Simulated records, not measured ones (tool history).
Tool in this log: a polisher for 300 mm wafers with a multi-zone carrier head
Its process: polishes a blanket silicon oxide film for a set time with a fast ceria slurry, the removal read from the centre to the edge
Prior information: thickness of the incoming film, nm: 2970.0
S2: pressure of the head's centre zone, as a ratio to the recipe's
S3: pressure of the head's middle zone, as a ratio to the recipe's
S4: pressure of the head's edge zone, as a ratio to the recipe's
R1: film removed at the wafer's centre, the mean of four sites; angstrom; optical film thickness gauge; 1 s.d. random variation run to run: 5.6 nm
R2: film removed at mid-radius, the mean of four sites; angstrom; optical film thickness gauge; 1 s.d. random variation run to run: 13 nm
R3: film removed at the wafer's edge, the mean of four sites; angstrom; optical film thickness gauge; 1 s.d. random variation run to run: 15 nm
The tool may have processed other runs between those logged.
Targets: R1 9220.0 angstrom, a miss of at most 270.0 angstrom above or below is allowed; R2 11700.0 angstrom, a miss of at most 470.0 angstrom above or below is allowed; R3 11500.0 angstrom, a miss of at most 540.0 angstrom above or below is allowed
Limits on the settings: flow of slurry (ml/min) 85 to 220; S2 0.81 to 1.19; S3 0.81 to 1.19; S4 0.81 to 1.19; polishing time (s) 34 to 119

{"run": 1, "hour": 0.0, "flow of slurry (ml/min)": 140, "S2": 1.0, "S3": 1.0, "S4": 1.0, "polishing time (s)": 76, "R1": 9745.0, "R2": 9768.1, "R3": 9835.4}
{"run": 2, "hour": 1.9, "flow of slurry (ml/min)": 140, "S2": 0.98, "S3": 1.02, "S4": 1.02, "polishing time (s)": 77, "R1": 9609.4, "R2": 9989.1, "R3": 10340.0}
{"run": 3, "hour": 2.9, "flow of slurry (ml/min)": 140, "S2": 0.98, "S3": 1.02, "S4": 1.1, "polishing time (s)": 77, "R1": 9547.5, "R2": 9757.4, "R3": 10493.0}
{"run": 4, "hour": 10.2, "flow of slurry (ml/min)": 140, "S2": 0.98, "S3": 1.05, "S4": 1.1, "polishing time (s)": 77, "R1": 9732.7, "R2": 10293.0, "R3": 10710.0}
{"run": 5, "hour": 15.9, "flow of slurry (ml/min)": 140, "S2": 0.97, "S3": 1.07, "S4": 1.11, "polishing time (s)": 77, "R1": 9641.5, "R2": 10329.0, "R3": 10877.0}
{"run": 6, "hour": 23.3, "flow of slurry (ml/min)": 140, "S2": 0.96, "S3": 1.09, "S4": 1.11, "polishing time (s)": 77, "R1": 9614.2, "R2": 10599.0, "R3": 10456.0}
{"run": 7, "hour": 29.0, "flow of slurry (ml/min)": 140, "S2": 0.94, "S3": 1.09, "S4": 1.12, "polishing time (s)": 78, "R1": 9473.7, "R2": 10725.0, "R3": 10503.0}
{"run": 8, "hour": 35.3, "flow of slurry (ml/min)": 135, "S2": 0.93, "S3": 1.09, "S4": 1.13, "polishing time (s)": 80, "R1": 9553.0, "R2": 10910.0, "R3": 11130.0}
{"run": 9, "hour": 38.8, "flow of slurry (ml/min)": 135, "S2": 0.93, "S3": 1.09, "S4": 1.13, "polishing time (s)": 80, "R1": 9396.0, "R2": 10990.0, "R3": 10914.0}
{"run": 10, "hour": 43.7, "flow of slurry (ml/min)": 135, "S2": 0.93, "S3": 1.09, "S4": 1.14, "polishing time (s)": 81, "R1": 9587.0, "R2": 10934.0, "R3": 11144.0}

Exercise: of the 4 proposed moves below, exactly one satisfies all targets within the stated allowed misses. Which move is it?
{"run": "A", "hour": 48.6, "flow of slurry (ml/min)": 150, "S2": 0.92, "S3": 1.19, "S4": 1.1, "polishing time (s)": 77, "R1": "?", "R2": "?", "R3": "?"}
{"run": "B", "hour": 48.6, "flow of slurry (ml/min)": 160, "S2": 0.91, "S3": 1.13, "S4": 1.14, "polishing time (s)": 81, "R1": "?", "R2": "?", "R3": "?"}
{"run": "C", "hour": 48.6, "flow of slurry (ml/min)": 110, "S2": 0.87, "S3": 1.11, "S4": 1.14, "polishing time (s)": 88, "R1": "?", "R2": "?", "R3": "?"}
{"run": "D", "hour": 48.6, "flow of slurry (ml/min)": 110, "S2": 0.88, "S3": 1.03, "S4": 1.17, "polishing time (s)": 86, "R1": "?", "R2": "?", "R3": "?"}

move=A R1=9252.3 R2=11447.0 R3=10814.0
move=B R1=9763.5 R2=11665.0 R3=11681.0
move=C R1=9145.5 R2=11408.0 R3=11910.0
move=D R1=9036.2 R2=10459.0 R3=11794.0
A: the worst result of the last run now meets its target, but another is out of spec
B: the worst result of the last run now meets its target, but another is out of spec
C: hits every target within its allowed miss
D: lands further from the targets than the last run did
The right move is C.
